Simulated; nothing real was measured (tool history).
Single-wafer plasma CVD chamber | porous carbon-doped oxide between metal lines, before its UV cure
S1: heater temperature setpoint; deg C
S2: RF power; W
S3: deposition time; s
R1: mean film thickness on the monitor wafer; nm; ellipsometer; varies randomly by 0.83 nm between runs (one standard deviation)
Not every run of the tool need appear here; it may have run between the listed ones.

Run 1, day 0.000: S1 310 deg C, S2 635 W, S3 22.3 s. Result: R1 131.05 nm.
Run 2, day 0.183: S1 306 deg C, S2 640 W, S3 22.3 s. Result: R1 135.62 nm.
Run 3, day 0.229: S1 304 deg C, S2 645 W, S3 22.3 s. Result: R1 137.52 nm.
Run 4, day 0.308: S1 302 deg C, S2 645 W, S3 22.3 s. Result: R1 138.30 nm.
Run 5, day 0.538: S1 310 deg C, S2 645 W, S3 22.3 s. Result: R1 132.41 nm.
Run 6, day 0.783: S1 307 deg C, S2 650 W, S3 22.3 s. Result: R1 136.47 nm.
Run 7, day 1.096: S1 305 deg C, S2 655 W, S3 22.3 s. Result: R1 138.88 nm.
Run 8, day 1.300: S1 304 deg C, S2 655 W, S3 22.3 s. Result: R1 139.30 nm.

Estimate the outcome of run 9 from the log above:
Run 9, day 1.554: S1 303 deg C, S2 655 W, S3 22.3 s. Result: R1 ?.

R1: 141.05 nm

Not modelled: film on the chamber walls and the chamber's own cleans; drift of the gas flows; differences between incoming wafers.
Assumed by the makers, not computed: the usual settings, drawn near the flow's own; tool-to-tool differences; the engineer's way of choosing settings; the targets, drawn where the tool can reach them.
